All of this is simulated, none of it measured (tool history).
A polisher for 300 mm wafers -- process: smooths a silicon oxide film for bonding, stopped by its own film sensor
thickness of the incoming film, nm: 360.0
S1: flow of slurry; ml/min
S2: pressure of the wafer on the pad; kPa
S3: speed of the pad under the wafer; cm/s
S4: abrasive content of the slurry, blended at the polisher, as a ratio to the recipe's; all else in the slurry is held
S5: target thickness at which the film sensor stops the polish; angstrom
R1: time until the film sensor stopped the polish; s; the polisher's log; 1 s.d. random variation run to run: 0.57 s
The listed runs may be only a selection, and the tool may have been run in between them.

Run 1, hour 0.0: S1 250 ml/min, S2 9.7 kPa, S3 90 cm/s, S4 1.0, S5 3420 angstrom. Result: R1 45.748 s.
Run 2, hour 5.6: S1 250 ml/min, S2 10.3 kPa, S3 90 cm/s, S4 1.0, S5 3420 angstrom. Result: R1 42.294 s.
Run 3, hour 11.9: S1 250 ml/min, S2 11.0 kPa, S3 90 cm/s, S4 1.0, S5 3420 angstrom. Result: R1 39.802 s.
Run 4, hour 20.3: S1 250 ml/min, S2 11.0 kPa, S3 70 cm/s, S4 1.0, S5 3420 angstrom. Result: R1 45.683 s.
Run 5, hour 24.1: S1 285 ml/min, S2 11.0 kPa, S3 70 cm/s, S4 1.0, S5 3420 angstrom. Result: R1 45.062 s.
Run 6, hour 27.4: S1 285 ml/min, S2 11.7 kPa, S3 70 cm/s, S4 1.0, S5 3420 angstrom. Result: R1 42.059 s.

The next listed run, before its measurement:
Run 7, hour 35.0: S1 285 ml/min, S2 12.4 kPa, S3 70 cm/s, S4 1.0, S5 3420 angstrom. Result: R1 ?.

Run 7 gave R1 40.636 s.
